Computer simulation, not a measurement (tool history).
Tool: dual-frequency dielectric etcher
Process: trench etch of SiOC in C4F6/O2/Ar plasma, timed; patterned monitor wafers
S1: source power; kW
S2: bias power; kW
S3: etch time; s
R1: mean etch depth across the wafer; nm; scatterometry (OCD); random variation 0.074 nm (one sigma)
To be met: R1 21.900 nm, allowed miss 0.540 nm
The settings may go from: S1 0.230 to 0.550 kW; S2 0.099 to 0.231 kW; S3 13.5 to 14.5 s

run  hour     S1     S2    S3      R1
  1   0.0  0.390  0.165  14.5  27.595
  2   5.9  0.390  0.165  13.5  25.671
  3  13.4  0.390  0.182  13.5  26.335
  4  15.5  0.370  0.178  13.5  25.639
  5  23.0  0.370  0.206  13.5  27.036
  6  25.1  0.350  0.200  13.5  26.206
  7  28.4  0.330  0.194  13.5  25.572
  8  32.6  0.310  0.187  13.5  24.660
  9  37.1  0.300  0.183  13.5  24.294
 10  42.3  0.290  0.180  13.5  23.584

4 next moves are on the table. One of them brings every result within its allowed miss. Which?
  A  47.5  0.260  0.203  14.0   ?
  B  47.5  0.320  0.185  14.5   ?
  C  47.5  0.270  0.198  14.0   ?
  D  47.5  0.250  0.150  14.0   ?

move      R1
   A  24.635
   B  26.553
   C  24.741
   D  21.986
A: further off than the last run
B: further off than the last run
C: further off than the last run
D: meets every target
The right move is D.
